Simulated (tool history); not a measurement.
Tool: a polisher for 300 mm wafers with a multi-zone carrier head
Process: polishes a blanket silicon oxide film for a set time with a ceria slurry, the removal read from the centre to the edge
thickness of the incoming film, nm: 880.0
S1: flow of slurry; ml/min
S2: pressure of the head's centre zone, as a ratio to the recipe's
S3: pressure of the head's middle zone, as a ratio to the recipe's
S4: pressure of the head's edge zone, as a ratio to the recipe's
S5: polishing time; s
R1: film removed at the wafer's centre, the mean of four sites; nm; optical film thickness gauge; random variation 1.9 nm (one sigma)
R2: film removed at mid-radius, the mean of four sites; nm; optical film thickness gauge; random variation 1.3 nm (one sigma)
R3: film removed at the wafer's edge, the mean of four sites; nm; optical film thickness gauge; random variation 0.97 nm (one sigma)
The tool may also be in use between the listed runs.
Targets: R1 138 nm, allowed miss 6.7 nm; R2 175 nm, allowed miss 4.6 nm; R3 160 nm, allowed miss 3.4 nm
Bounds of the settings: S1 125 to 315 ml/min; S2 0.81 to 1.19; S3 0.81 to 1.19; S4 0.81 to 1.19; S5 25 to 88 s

run,day,S1,S2,S3,S4,S5,R1,R2,R3
1,0,205,1,1,1,56,221.05,214.87,206.67
2,0.112,185,0.94,1.02,0.99,52,191.56,201.1,188.46
3,0.375,170,0.9,1.04,1.01,49,168.93,189.28,177.42
4,0.55,170,0.86,1.04,1.01,49,156.5,189.39,177.72
5,0.812,170,0.86,1.04,1.09,49,158.21,189.61,184.66
6,0.896,160,0.84,1.04,1.04,48,148.64,185.12,175.12
7,1.246,155,0.83,1.03,1.01,48,148.5,181.88,171.93
8,1.367,150,0.82,1.04,1,47,140.81,179.86,166.24
9,1.504,145,0.82,1.04,0.99,47,141.74,178.59,166.69

5 next moves are on the table. One of them brings every result within its allowed miss. Which?
A,1.642,165,0.83,1.07,1,44,?,?,?
B,1.642,130,0.81,0.95,0.99,50,?,?,?
C,1.642,130,0.85,1.06,1.03,50,?,?,?
D,1.642,135,0.82,1.02,1.03,48,?,?,?
E,1.642,150,0.83,1.15,0.98,45,?,?,?

move,R1,R2,R3
A,137.47,172.54,159.38
B,143.92,168.73,174.23
C,151.21,185.04,177.35
D,141.35,173.46,171.4
E,137.77,184.3,159.13
A: meets every target
B: further off than the last run
C: further off than the last run
D: further off than the last run
E: brings the result that was furthest off to its target, and leaves another outside
The right move is A.
